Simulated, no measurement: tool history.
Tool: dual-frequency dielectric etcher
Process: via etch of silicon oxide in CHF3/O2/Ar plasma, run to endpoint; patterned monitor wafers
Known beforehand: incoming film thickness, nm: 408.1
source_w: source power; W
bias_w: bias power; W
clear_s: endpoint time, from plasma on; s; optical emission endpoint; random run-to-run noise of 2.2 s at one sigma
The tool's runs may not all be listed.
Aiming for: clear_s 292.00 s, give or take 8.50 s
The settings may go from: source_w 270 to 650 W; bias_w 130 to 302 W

Run 1, hour 0.0: source_w 460 W, bias_w 216 W. Result: clear_s 229.77 s.
Run 2, hour 5.2: source_w 420 W, bias_w 203 W. Result: clear_s 240.45 s.
Run 3, hour 10.4: source_w 390 W, bias_w 189 W. Result: clear_s 253.32 s.
Run 4, hour 13.2: source_w 460 W, bias_w 189 W. Result: clear_s 236.93 s.
Run 5, hour 20.1: source_w 460 W, bias_w 171 W. Result: clear_s 243.20 s.
Run 6, hour 21.3: source_w 460 W, bias_w 185 W. Result: clear_s 239.59 s.
Run 7, hour 28.0: source_w 420 W, bias_w 175 W. Result: clear_s 256.63 s.
Run 8, hour 30.9: source_w 400 W, bias_w 172 W. Result: clear_s 260.97 s.
Run 9, hour 36.2: source_w 380 W, bias_w 169 W. Result: clear_s 264.94 s.
Run 10, hour 37.7: source_w 360 W, bias_w 166 W. Result: clear_s 272.53 s.
Run 11, hour 41.9: source_w 350 W, bias_w 164 W. Result: clear_s 279.29 s.
Run 12, hour 50.7: source_w 340 W, bias_w 163 W. Result: clear_s 282.23 s.
Run 13, hour 51.6: source_w 300 W, bias_w 156 W. Result: clear_s 302.39 s.

5 next moves are on the table. One of them brings every result within its allowed miss. Which?
Run A, hour 52.5: source_w 280 W, bias_w 145 W. Result: clear_s ?.
Run B, hour 52.5: source_w 280 W, bias_w 153 W. Result: clear_s ?.
Run C, hour 52.5: source_w 270 W, bias_w 157 W. Result: clear_s ?.
Run D, hour 52.5: source_w 290 W, bias_w 142 W. Result: clear_s ?.
Run E, hour 52.5: source_w 360 W, bias_w 130 W. Result: clear_s ?.

move  clear_s
   A   319.37
   B   314.93
   C   319.75
   D   315.85
   E   293.08
A: the biggest miss grows against the last run
B: the biggest miss grows against the last run
C: the biggest miss grows against the last run
D: the biggest miss grows against the last run
E: every result within its allowed miss
E is the move that brings every result within its allowed miss.

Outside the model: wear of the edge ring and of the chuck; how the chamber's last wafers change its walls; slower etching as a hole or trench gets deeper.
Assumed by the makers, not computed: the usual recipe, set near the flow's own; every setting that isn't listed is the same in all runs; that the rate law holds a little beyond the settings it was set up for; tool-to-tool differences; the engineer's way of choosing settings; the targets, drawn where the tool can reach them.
